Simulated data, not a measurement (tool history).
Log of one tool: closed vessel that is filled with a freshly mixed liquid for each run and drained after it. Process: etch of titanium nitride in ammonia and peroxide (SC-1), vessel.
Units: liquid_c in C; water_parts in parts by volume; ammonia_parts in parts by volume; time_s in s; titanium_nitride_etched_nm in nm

run,hour,liquid_c,water_parts,ammonia_parts,time_s,titanium_nitride_etched_nm
1,0.0,51.0,26,0.75,50,2.0641
2,8.9,49.5,26,0.75,50,1.8609
3,11.9,48.0,26,0.75,50,1.6566
4,15.9,47.0,26,0.75,50,1.5443
5,22.5,46.0,26,0.75,50,1.4409
6,29.8,46.0,26,0.55,50,1.3591
7,37.8,45.5,26,0.55,50,1.3301
8,42.6,45.0,26,0.55,50,1.2596
9,48.9,44.5,26,0.55,50,1.2330
10,50.4,44.0,26,0.55,50,1.1752

Forecast run 11:
11,54.4,43.5,26,0.55,50,?

titanium_nitride_etched_nm: 1.1311 nm

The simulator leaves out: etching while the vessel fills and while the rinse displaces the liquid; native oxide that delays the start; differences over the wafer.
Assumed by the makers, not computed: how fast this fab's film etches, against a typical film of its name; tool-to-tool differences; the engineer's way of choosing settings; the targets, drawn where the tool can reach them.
